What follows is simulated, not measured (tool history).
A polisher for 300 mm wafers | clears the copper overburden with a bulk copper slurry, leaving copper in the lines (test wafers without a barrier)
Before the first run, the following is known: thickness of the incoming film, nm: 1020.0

run,hour,flow of slurry (ml/min),pressure of the wafer on the pad (kPa),speed of the pad under the wafer (m/s),abrasive content of the slurry,overpolish time after the end point (s),time until the end point was called (s),dishing of a wide line in a test structure (nm)
1,0.0,280,15.9,1.28,1.00,23,114.80,73.384
2,8.1,280,14.5,1.26,1.00,28,130.88,75.579
3,12.3,280,14.5,1.54,1.00,28,105.83,75.997
4,13.5,280,13.1,1.52,1.00,32,118.80,77.510
5,16.2,280,9.7,1.52,1.00,32,157.38,64.992
6,19.2,280,11.0,1.52,1.00,32,139.73,70.782
7,21.7,280,11.0,1.50,1.00,35,141.80,69.141

Run 8 comes next. What will it give?
8,23.0,290,11.7,1.38,1.05,38,?,?

time until the end point was called (s): 144.48
dishing of a wide line in a test structure (nm): 70.728
